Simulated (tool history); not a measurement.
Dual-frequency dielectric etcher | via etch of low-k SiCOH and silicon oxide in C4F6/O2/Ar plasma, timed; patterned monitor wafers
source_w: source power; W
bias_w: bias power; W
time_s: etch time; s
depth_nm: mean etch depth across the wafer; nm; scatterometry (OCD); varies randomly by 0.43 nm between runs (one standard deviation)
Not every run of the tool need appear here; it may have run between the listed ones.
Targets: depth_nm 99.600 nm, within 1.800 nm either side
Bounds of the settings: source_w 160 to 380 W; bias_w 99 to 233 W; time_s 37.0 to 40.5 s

run	hour	source_w	bias_w	time_s	depth_nm
1	0.0	270	166	40.5	85.082
2	6.7	270	166	37.0	77.259
3	7.3	270	190	37.0	80.369
4	13.1	270	190	37.0	79.864
5	14.9	310	190	37.0	85.624
6	19.7	320	194	37.0	87.208
7	20.2	330	197	37.0	87.486
8	27.2	340	200	37.5	90.654
9	31.5	340	203	37.5	91.083
10	33.6	340	206	37.5	91.415
11	41.3	340	209	37.5	91.591
12	41.9	340	211	37.5	92.432

Of the 4 settings listed for the next run, only one would bring every result within its allowed miss of target. Which one?
A	42.5	380	177	38.0	?
B	42.5	380	224	40.0	?
C	42.5	340	222	40.0	?
D	42.5	280	173	40.5	?

move	depth_nm
A	93.544
B	104.960
C	99.961
D	87.064
A: nearer than the last run, and not there yet
B: takes the result that was furthest off past its target
C: in spec on every target
D: lands further from the targets than the last run did
Go with C: it meets all targets.

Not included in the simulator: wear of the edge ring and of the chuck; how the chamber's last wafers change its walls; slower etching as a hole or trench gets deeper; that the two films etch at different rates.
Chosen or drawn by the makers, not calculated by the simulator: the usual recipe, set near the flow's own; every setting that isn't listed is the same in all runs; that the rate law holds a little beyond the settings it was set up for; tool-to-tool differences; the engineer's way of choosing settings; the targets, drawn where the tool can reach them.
